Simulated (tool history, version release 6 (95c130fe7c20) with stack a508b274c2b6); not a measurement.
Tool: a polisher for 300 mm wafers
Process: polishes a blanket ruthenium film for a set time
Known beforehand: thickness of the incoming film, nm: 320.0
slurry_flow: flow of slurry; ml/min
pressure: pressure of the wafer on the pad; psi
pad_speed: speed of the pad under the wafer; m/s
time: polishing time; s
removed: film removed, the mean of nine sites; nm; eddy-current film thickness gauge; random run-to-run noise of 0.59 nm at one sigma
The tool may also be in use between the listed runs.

run  hour  slurry_flow  pressure  pad_speed  time  removed
  1   0.0          220       2.1       0.96    65   69.182
  2   7.9          220       1.8       0.94    65   59.130
  3   8.5          220       1.8       0.94    65   60.120
  4  17.2          220       1.8       0.94    65   58.458
  5  22.1          220       1.6       0.94    65   54.001
  6  28.1          200       1.6       0.94    65   54.228

Run 7 has not been measured yet. What should we expect?
  7  32.3          200       1.4       0.94    65        ?

removed: 47.573 nm
